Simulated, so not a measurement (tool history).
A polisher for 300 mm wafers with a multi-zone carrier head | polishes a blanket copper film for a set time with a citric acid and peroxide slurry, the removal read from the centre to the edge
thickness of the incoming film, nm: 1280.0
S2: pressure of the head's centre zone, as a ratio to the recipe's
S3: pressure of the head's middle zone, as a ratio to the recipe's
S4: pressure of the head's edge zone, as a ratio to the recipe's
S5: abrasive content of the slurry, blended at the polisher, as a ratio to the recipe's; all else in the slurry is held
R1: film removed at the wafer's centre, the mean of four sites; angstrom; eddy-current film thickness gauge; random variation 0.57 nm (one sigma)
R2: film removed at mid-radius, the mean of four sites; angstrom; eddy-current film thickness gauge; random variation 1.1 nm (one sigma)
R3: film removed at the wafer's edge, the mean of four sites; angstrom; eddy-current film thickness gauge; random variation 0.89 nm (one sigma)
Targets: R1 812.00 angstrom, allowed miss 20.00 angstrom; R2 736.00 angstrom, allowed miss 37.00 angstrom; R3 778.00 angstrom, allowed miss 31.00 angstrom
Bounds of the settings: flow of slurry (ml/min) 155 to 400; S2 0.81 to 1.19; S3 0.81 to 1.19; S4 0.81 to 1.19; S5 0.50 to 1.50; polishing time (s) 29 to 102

run 1 hour=0.0 | flow_of_slurry_(ml/min)=255 S2=1.00 S3=1.00 S4=1.00 S5=1.00 polishing_time_(s)=65 | R1=935.47 R2=960.43 R3=931.24
run 2 hour=3.8 | flow_of_slurry_(ml/min)=255 S2=1.00 S3=1.00 S4=1.00 S5=1.20 polishing_time_(s)=65 | R1=985.25 R2=992.07 R3=999.56
run 3 hour=10.2 | flow_of_slurry_(ml/min)=250 S2=1.00 S3=0.94 S4=0.98 S5=1.05 polishing_time_(s)=64 | R1=931.56 R2=897.39 R3=934.13
run 4 hour=15.8 | flow_of_slurry_(ml/min)=290 S2=1.00 S3=0.94 S4=0.98 S5=1.05 polishing_time_(s)=64 | R1=927.51 R2=885.49 R3=934.94
run 5 hour=17.5 | flow_of_slurry_(ml/min)=290 S2=0.93 S3=0.94 S4=0.98 S5=1.05 polishing_time_(s)=64 | R1=866.24 R2=893.17 R3=948.37
run 6 hour=21.6 | flow_of_slurry_(ml/min)=290 S2=0.93 S3=0.89 S4=0.98 S5=1.05 polishing_time_(s)=64 | R1=884.35 R2=845.62 R3=955.20
run 7 hour=27.0 | flow_of_slurry_(ml/min)=285 S2=0.95 S3=0.88 S4=0.94 S5=0.90 polishing_time_(s)=64 | R1=853.18 R2=829.52 R3=874.19
run 8 hour=29.3 | flow_of_slurry_(ml/min)=285 S2=0.96 S3=0.86 S4=0.93 S5=0.85 polishing_time_(s)=63 | R1=845.08 R2=785.64 R3=864.11
run 9 hour=31.7 | flow_of_slurry_(ml/min)=285 S2=0.96 S3=0.85 S4=0.90 S5=0.80 polishing_time_(s)=63 | R1=832.76 R2=774.73 R3=818.39
run 10 hour=38.9 | flow_of_slurry_(ml/min)=285 S2=0.96 S3=0.84 S4=0.89 S5=0.80 polishing_time_(s)=63 | R1=819.46 R2=761.85 R3=834.17
run 11 hour=41.7 | flow_of_slurry_(ml/min)=285 S2=0.97 S3=0.84 S4=0.88 S5=0.75 polishing_time_(s)=63 | R1=832.06 R2=749.33 R3=833.05

Which of these 5 next moves meets every target?
run A hour=44.5 | flow_of_slurry_(ml/min)=335 S2=0.91 S3=0.81 S4=1.02 S5=1.00 polishing_time_(s)=60 | R1=? R2=? R3=?
run B hour=44.5 | flow_of_slurry_(ml/min)=270 S2=0.82 S3=0.85 S4=0.88 S5=0.65 polishing_time_(s)=72 | R1=? R2=? R3=?
run C hour=44.5 | flow_of_slurry_(ml/min)=325 S2=0.96 S3=0.96 S4=0.81 S5=0.65 polishing_time_(s)=64 | R1=? R2=? R3=?
run D hour=44.5 | flow_of_slurry_(ml/min)=325 S2=0.97 S3=0.85 S4=0.82 S5=0.75 polishing_time_(s)=61 | R1=? R2=? R3=?
run E hour=44.5 | flow_of_slurry_(ml/min)=250 S2=0.93 S3=0.84 S4=0.89 S5=0.70 polishing_time_(s)=70 | R1=? R2=? R3=?

move=A R1=805.38 R2=776.98 R3=885.92
move=B R1=771.78 R2=862.38 R3=884.60
move=C R1=819.07 R2=860.97 R3=765.85
move=D R1=814.80 R2=766.67 R3=759.69
move=E R1=859.77 R2=838.19 R3=874.81
A: further off than the last run
B: further off than the last run
C: brings the result that was furthest off to its target, and leaves another outside
D: meets every target
E: further off than the last run
The right move is D.

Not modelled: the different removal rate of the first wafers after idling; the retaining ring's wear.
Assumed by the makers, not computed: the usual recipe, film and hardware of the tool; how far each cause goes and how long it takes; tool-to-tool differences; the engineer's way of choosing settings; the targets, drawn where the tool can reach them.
